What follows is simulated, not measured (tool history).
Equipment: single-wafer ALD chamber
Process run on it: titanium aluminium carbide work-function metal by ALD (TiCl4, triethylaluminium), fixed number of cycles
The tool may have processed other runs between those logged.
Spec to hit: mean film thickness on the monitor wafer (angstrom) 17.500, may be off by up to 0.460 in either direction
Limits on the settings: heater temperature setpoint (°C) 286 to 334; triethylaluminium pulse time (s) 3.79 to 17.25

run  hour  heater temperature setpoint (°C)  triethylaluminium pulse time (s)  mean film thickness on the monitor wafer (angstrom)
  1   0.0                               310                             10.52                                               18.997
  2   8.9                               306                              9.93                                               18.380
  3  10.6                               306                             12.48                                               19.121
  4  13.6                               303                             11.97                                               18.887
  5  19.9                               300                             11.24                                               18.476
     26.9  -- triethylaluminium bottle replaced
  6  26.9                               298                             10.72                                               19.180
  7  28.8                               306                              9.64                                               19.572
  8  37.6                               303                             11.31                                               19.693
  9  43.7                               311                              9.39                                               19.851
 10  47.4                               305                             10.42                                               19.674
 11  50.4                               300                             12.16                                               19.429
 12  56.6                               288                              8.79                                               18.168

Pick the move, out of 5, that brings all results within their allowed miss; only one does.
  A  62.8                               291                             10.75                                                    ?
  B  62.8                               294                             11.11                                                    ?
  C  62.8                               294                              9.46                                                    ?
  D  62.8                               289                              9.70                                                    ?
  E  62.8                               286                              7.91                                                    ?

move  mean film thickness on the monitor wafer (angstrom)
   A                                               18.690
   B                                               18.962
   C                                               18.661
   D                                               18.353
   E                                               17.624
A: lands further from the targets than the last run did
B: lands further from the targets than the last run did
C: lands further from the targets than the last run did
D: lands further from the targets than the last run did
E: meets every target
Correct choice: E, which meets every target
